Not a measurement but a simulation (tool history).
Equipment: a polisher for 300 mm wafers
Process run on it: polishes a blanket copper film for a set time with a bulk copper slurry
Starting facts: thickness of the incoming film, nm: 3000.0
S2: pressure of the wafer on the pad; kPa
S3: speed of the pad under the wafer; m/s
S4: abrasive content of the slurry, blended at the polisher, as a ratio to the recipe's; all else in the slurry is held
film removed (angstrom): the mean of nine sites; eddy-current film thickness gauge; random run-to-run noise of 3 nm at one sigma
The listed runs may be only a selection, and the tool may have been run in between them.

run 1 hour=0 | flow_of_slurry_(ml/min)=290 S2=13.8 S3=1.36 S4=1 polishing_time_(s)=17 | film_removed_(angstrom)=1192.3
run 2 hour=8.5 | flow_of_slurry_(ml/min)=290 S2=15.9 S3=1.4 S4=1 polishing_time_(s)=17 | film_removed_(angstrom)=1407.8
run 3 hour=17.1 | flow_of_slurry_(ml/min)=290 S2=13.1 S3=1.4 S4=1 polishing_time_(s)=17 | film_removed_(angstrom)=1165.4
run 4 hour=19.1 | flow_of_slurry_(ml/min)=290 S2=15.2 S3=1.44 S4=1 polishing_time_(s)=17 | film_removed_(angstrom)=1386.5
run 5 hour=21.4 | flow_of_slurry_(ml/min)=290 S2=15.2 S3=1.44 S4=1.15 polishing_time_(s)=17 | film_removed_(angstrom)=1423.9
run 6 hour=22.5 | flow_of_slurry_(ml/min)=290 S2=16.5 S3=1.46 S4=1.15 polishing_time_(s)=17 | film_removed_(angstrom)=1617.4

What does the tool deliver on the next run?
run 7 hour=30.6 | flow_of_slurry_(ml/min)=290 S2=20.7 S3=1.5 S4=1.15 polishing_time_(s)=17 | film_removed_(angstrom)=?

Logged for run 7: film removed (angstrom) 2013.
